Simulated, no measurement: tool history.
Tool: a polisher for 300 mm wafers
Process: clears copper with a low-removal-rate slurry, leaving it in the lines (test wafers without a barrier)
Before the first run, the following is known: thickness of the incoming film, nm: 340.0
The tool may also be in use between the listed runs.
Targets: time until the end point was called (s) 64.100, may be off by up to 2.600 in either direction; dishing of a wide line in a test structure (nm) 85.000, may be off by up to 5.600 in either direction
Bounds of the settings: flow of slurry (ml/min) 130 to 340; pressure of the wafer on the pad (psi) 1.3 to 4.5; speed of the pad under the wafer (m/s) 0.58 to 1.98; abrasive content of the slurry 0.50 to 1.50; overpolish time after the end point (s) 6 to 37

run,day,flow of slurry (ml/min),pressure of the wafer on the pad (psi),speed of the pad under the wafer (m/s),abrasive content of the slurry,overpolish time after the end point (s),time until the end point was called (s),dishing of a wide line in a test structure (nm)
1,0.000,220,2.9,1.28,1.00,19,88.905,46.172
2,0.275,220,3.0,1.28,1.00,20,86.345,51.565
3,0.546,220,3.0,1.28,0.85,20,87.609,48.206
4,0.646,220,3.1,1.28,0.85,21,85.383,53.413
5,0.700,220,3.2,1.28,0.85,21,83.779,52.071
6,0.958,220,3.3,1.28,0.85,22,82.514,55.751
7,1.142,220,4.1,1.30,0.85,27,68.268,75.538
8,1.262,225,4.2,1.30,0.85,28,67.712,81.016

Which one of the following 5 next-run settings gets every result inside its allowed miss? There is exactly one.
A,1.383,215,3.8,1.32,0.90,31,?,?
B,1.383,260,4.5,1.26,0.75,25,?,?
C,1.383,210,4.5,1.22,0.75,26,?,?
D,1.383,195,4.5,1.48,0.65,26,?,?
E,1.383,175,4.1,1.40,0.95,29,?,?

move,time until the end point was called (s),dishing of a wide line in a test structure (nm)
A,71.145,78.007
B,66.387,71.501
C,69.665,71.035
D,59.718,79.233
E,63.665,80.976
A: further off than the last run
B: brings the last run's worst result on target, with another outside its allowed miss
C: further off than the last run
D: takes the biggest miss from the last run beyond its target
E: every result lands within tolerance
Move E is the one to make.
